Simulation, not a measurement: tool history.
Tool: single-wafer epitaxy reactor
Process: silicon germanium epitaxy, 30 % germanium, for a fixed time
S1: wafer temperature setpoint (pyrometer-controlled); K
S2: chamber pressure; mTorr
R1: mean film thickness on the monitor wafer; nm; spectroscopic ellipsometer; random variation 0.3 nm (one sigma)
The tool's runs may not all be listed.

run,hour,S1,S2,R1
1,0,868.15,27100,57.841
2,6.3,872.15,27100,62.273
3,11.3,872.15,22400,58.627
4,19.4,872.15,25600,60.963
5,28,881.15,25600,74.479
6,34.5,877.15,25500,67.683
7,42.1,874.15,25400,63.445
8,49.6,872.15,25300,60.922
9,54.4,870.15,25300,58.056
10,58.6,869.15,25300,57.043

Run 11 comes next. What will it give?
11,67.4,868.15,25300,?

{"run 11": {"R1": 55.717}}
